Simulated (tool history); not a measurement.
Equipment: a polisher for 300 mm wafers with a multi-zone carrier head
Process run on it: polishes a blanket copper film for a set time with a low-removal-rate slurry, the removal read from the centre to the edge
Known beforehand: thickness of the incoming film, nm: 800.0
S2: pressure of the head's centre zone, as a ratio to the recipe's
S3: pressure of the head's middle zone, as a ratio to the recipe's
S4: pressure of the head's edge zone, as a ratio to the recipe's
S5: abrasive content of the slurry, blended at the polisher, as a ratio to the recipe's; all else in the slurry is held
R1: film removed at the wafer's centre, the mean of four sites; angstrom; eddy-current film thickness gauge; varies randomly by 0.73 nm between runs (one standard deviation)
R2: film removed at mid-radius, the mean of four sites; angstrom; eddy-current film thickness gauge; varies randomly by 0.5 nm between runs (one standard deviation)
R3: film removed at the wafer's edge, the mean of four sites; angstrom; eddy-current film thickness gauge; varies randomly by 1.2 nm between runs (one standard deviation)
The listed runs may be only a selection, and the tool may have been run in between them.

Run 1, hour 0: flow of slurry (ml/min) 185, S2 1, S3 1, S4 1, S5 1, polishing time (s) 57. Result: R1 926.84 angstrom, R2 938.73 angstrom, R3 917.99 angstrom.
Run 2, hour 2.6: flow of slurry (ml/min) 185, S2 0.96, S3 1, S4 1, S5 1, polishing time (s) 57. Result: R1 902.8 angstrom, R2 930.8 angstrom, R3 935.46 angstrom.
Run 3, hour 11.6: flow of slurry (ml/min) 180, S2 0.94, S3 1.01, S4 1, S5 0.95, polishing time (s) 57. Result: R1 862.74 angstrom, R2 928.57 angstrom, R3 913.81 angstrom.
Run 4, hour 13.5: flow of slurry (ml/min) 135, S2 0.94, S3 1.01, S4 1, S5 0.95, polishing time (s) 57. Result: R1 810.54 angstrom, R2 866.12 angstrom, R3 861.61 angstrom.
Run 5, hour 15.7: flow of slurry (ml/min) 135, S2 0.93, S3 1.01, S4 1, S5 0.95, polishing time (s) 57. Result: R1 797.54 angstrom, R2 875.7 angstrom, R3 863.62 angstrom.
Run 6, hour 19.6: flow of slurry (ml/min) 135, S2 0.92, S3 1.01, S4 1, S5 0.95, polishing time (s) 57. Result: R1 797.43 angstrom, R2 867.58 angstrom, R3 871.24 angstrom.

Estimate the outcome of run 7 from the log above:
Run 7, hour 23.5: flow of slurry (ml/min) 135, S2 0.91, S3 1.01, S4 1, S5 0.95, polishing time (s) 57. Result: R1 ?, R2 ?, R3 ?.

For run 7 the tool returned R1 783.66 angstrom, R2 868.32 angstrom, R3 882.56 angstrom.

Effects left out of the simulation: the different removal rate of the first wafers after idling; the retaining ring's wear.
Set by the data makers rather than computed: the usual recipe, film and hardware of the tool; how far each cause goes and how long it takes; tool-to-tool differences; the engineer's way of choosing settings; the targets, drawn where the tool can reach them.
